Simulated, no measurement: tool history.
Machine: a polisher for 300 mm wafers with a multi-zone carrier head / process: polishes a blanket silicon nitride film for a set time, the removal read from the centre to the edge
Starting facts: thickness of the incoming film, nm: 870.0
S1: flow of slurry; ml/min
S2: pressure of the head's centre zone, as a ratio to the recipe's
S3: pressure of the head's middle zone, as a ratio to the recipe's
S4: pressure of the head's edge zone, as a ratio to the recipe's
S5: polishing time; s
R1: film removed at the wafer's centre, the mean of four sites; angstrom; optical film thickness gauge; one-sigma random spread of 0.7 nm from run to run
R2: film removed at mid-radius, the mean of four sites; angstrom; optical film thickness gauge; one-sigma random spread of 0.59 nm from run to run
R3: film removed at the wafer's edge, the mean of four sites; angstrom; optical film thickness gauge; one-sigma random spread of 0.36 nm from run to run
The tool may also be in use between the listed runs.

Run 1, hour 0.0: S1 175 ml/min, S2 1.00, S3 1.00, S4 1.00, S5 30 s. Result: R1 679.36 angstrom, R2 678.18 angstrom, R3 644.84 angstrom.
Run 2, hour 1.5: S1 165 ml/min, S2 1.01, S3 0.97, S4 0.99, S5 30 s. Result: R1 676.70 angstrom, R2 660.79 angstrom, R3 651.17 angstrom.
Run 3, hour 5.2: S1 165 ml/min, S2 1.03, S3 0.94, S4 0.98, S5 29 s. Result: R1 662.71 angstrom, R2 621.83 angstrom, R3 623.58 angstrom.
Run 4, hour 6.0: S1 165 ml/min, S2 1.08, S3 0.94, S4 0.98, S5 29 s. Result: R1 709.43 angstrom, R2 610.95 angstrom, R3 617.67 angstrom.
Run 5, hour 14.6: S1 165 ml/min, S2 1.08, S3 0.89, S4 0.98, S5 29 s. Result: R1 708.49 angstrom, R2 604.90 angstrom, R3 619.42 angstrom.
Run 6, hour 20.4: S1 165 ml/min, S2 1.02, S3 0.89, S4 0.98, S5 29 s. Result: R1 647.28 angstrom, R2 598.05 angstrom, R3 618.07 angstrom.
Run 7, hour 28.7: S1 160 ml/min, S2 1.03, S3 0.88, S4 0.98, S5 29 s. Result: R1 656.37 angstrom, R2 591.20 angstrom, R3 625.01 angstrom.
Run 8, hour 37.1: S1 155 ml/min, S2 1.04, S3 0.87, S4 0.97, S5 29 s. Result: R1 674.76 angstrom, R2 561.75 angstrom, R3 613.42 angstrom.
Run 9, hour 41.7: S1 150 ml/min, S2 1.03, S3 0.87, S4 0.95, S5 29 s. Result: R1 643.52 angstrom, R2 560.01 angstrom, R3 600.97 angstrom.

Run 10, settings as shown, results not yet in. Your forecast:
Run 10, hour 46.6: S1 145 ml/min, S2 1.03, S3 0.87, S4 0.94, S5 29 s. Result: R1 ?, R2 ?, R3 ?.

Run 10 gave R1 648.43 angstrom, R2 560.14 angstrom, R3 600.52 angstrom.
